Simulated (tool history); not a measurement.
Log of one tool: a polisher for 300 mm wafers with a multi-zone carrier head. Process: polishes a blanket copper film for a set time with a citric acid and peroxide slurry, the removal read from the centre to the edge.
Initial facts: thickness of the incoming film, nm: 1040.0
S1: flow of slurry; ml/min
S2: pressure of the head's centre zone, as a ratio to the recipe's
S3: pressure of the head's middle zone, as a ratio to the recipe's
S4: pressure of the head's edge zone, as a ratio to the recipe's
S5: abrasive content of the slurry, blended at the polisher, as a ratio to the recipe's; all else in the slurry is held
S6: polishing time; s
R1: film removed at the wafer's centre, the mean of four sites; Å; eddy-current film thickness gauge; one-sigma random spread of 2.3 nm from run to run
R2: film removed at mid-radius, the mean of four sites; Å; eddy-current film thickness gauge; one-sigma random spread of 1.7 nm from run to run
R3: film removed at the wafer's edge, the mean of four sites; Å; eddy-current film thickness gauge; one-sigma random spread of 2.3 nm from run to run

run 1 day=0 | S1=235 S2=1 S3=1 S4=1 S5=1 S6=90 | R1=2723.6 R2=2756.6 R3=2852.8
run 2 day=0.038 | S1=235 S2=1 S3=1 S4=1.06 S5=1 S6=90 | R1=2705.3 R2=2749.5 R3=2826
run 3 day=0.304 | S1=235 S2=1 S3=1 S4=1.03 S5=1 S6=90 | R1=2701.7 R2=2783.4 R3=2883.2
run 4 day=0.512 | S1=235 S2=1.01 S3=0.99 S4=1.03 S5=0.95 S6=87 | R1=2666.6 R2=2645.1 R3=2727.1
run 5 day=0.708 | S1=235 S2=1.01 S3=0.99 S4=1.09 S5=0.95 S6=87 | R1=2652.1 R2=2640 R3=2817.3
run 6 day=1.058 | S1=235 S2=1.01 S3=0.99 S4=1.09 S5=0.8 S6=87 | R1=2591.7 R2=2526.3 R3=2707.2
run 7 day=1.167 | S1=235 S2=1.01 S3=0.98 S4=1.07 S5=0.75 S6=85 | R1=2503.2 R2=2438.6 R3=2656.6
run 8 day=1.371 | S1=235 S2=1.02 S3=0.98 S4=1.06 S5=0.7 S6=82 | R1=2386.2 R2=2327.4 R3=2471.4
run 9 day=1.738 | S1=230 S2=1.03 S3=0.96 S4=1.04 S5=0.65 S6=81 | R1=2281.5 R2=2219.5 R3=2389.4
run 10 day=1.767 | S1=225 S2=1.05 S3=0.94 S4=1.03 S5=0.65 S6=81 | R1=2354.5 R2=2176.8 R3=2360.2
run 11 day=1.808 | S1=220 S2=1.05 S3=0.92 S4=1.01 S5=0.65 S6=81 | R1=2376 R2=2116.6 R3=2339.2

For run 12, what comes out?
run 12 day=2.012 | S1=220 S2=1.05 S3=0.92 S4=1.01 S5=0.65 S6=81 | R1=? R2=? R3=?

Run 12 came out at R1 2324.9 Å, R2 2127.4 Å, R3 2376.8 Å.
